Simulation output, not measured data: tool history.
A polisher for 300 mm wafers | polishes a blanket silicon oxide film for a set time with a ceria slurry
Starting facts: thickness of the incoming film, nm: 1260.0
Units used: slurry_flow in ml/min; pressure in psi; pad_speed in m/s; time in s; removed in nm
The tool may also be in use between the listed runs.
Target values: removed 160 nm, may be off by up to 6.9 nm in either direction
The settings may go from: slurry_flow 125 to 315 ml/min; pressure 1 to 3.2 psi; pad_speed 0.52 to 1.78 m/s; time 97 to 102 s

run  hour  slurry_flow  pressure  pad_speed  time  removed
  1     0          205       2.1       1.14    97   336.16
  2   0.6          245       2.1       1.14    97   355.88
  3   8.1          235       1.8       1.08    97   294.24
  4  14.9          235       1.8       1.08   102   305.13
  5  17.8          225       1.6       1.02   102    254.7
  6  19.4          215       1.5          1   102   230.19
  7  20.2          200       1.4          1   102   217.07
  8  27.3          190       1.3       0.98   102   197.71
  9  33.4          180       1.2       0.98   102   184.19
 10  37.3          175       1.2       0.98   102   180.61
 11  39.6          170       1.2       0.98   102    181.3
 12  40.6          170         1       0.94   102   145.62

4 next moves are on the table. One of them brings every result within its allowed miss. Which?
  A  41.6          165         1       0.86   101        ?
  B  41.6          175         1        0.9    97        ?
  C  41.6          175         1       0.88    99        ?
  D  41.6          140       1.1          1   102        ?

move  removed
   A   133.59
   B   134.74
   C   134.92
   D   162.37
A: its largest miss is bigger than the last run's
B: its largest miss is bigger than the last run's
C: its largest miss is bigger than the last run's
D: meets every target
Go with D: it meets all targets.

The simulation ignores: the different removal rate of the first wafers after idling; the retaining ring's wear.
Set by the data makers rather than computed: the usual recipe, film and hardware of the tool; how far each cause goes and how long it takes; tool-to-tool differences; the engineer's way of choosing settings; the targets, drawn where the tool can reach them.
